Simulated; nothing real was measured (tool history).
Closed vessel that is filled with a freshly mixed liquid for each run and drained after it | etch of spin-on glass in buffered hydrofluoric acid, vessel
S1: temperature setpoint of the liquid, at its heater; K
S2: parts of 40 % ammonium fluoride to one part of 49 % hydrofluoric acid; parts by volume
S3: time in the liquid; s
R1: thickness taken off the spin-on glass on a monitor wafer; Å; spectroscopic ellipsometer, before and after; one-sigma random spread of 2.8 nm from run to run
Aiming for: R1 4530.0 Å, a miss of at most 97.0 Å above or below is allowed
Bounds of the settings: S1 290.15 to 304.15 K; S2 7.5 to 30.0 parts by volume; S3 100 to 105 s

run,day,S1,S2,S3,R1
1,0.000,296.15,21.0,100,1553.3
2,0.088,296.15,21.0,100,1541.0
3,0.162,298.15,18.0,100,2019.5
4,0.192,298.15,18.0,105,2092.9
5,0.275,299.65,15.5,105,2644.6
6,0.425,299.65,15.5,105,2639.1
7,0.575,300.65,14.0,105,3060.9
8,0.929,304.15,9.5,105,5320.7
9,1.196,303.65,9.5,105,5135.1
10,1.308,303.15,9.5,105,4999.3

Of the 5 settings listed for the next run, only one would bring every result within its allowed miss of target. Which one?
A,1.421,303.65,8.5,105,?
B,1.421,302.15,10.5,100,?
C,1.421,304.15,8.5,105,?
D,1.421,303.65,9.0,100,?
E,1.421,303.65,10.5,100,?

move,R1
A,5622.3
B,4152.4
C,5770.9
D,5032.9
E,4492.9
A: further off than the last run
B: carries the result that was furthest off beyond its target, to the other side
C: further off than the last run
D: further off than the last run
E: meets every target
The move that meets every target is E.
